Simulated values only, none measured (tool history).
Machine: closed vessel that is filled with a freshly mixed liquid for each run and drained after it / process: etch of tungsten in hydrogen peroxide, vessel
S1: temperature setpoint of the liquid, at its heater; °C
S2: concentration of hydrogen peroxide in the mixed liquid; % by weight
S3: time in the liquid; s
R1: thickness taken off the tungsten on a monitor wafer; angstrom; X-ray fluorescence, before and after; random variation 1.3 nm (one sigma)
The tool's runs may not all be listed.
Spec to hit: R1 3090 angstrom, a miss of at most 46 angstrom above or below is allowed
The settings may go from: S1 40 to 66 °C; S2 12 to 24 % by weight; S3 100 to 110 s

run  hour    S1    S2   S3      R1
  1     0    56    16  100  3497.8
  2   5.9  61.5    16  100  4835.2
  3  10.2    59    16  100  4169.6
  4  10.7    59  13.5  100  3854.7
  5  11.3    59    12  100  3634.1
  6  13.5    59    15  100  4062.1
  7  19.2  57.5    15  100  3719.1
  8  20.9  56.5    15  100  3485.4
  9  24.9    56    15  100  3431.8
 10  27.2  55.5    15  100  3315.6
 11  30.1    55    15  100  3210.9

Which of these 5 next moves meets every target?
  A    33  54.5    14  100   ?
  B    33  56.5    14  100   ?
  C    33    55    17  100   ?
  D    33    52  16.5  110   ?
  E    33  54.5  17.5  100   ?

move      R1
   A  3003.5
   B  3380.2
   C  3409.3
   D  3087.8
   E    3358
A: carries the result that was furthest off beyond its target, to the other side
B: lands further from the targets than the last run did
C: lands further from the targets than the last run did
D: all results in spec
E: lands further from the targets than the last run did
D meets every target.

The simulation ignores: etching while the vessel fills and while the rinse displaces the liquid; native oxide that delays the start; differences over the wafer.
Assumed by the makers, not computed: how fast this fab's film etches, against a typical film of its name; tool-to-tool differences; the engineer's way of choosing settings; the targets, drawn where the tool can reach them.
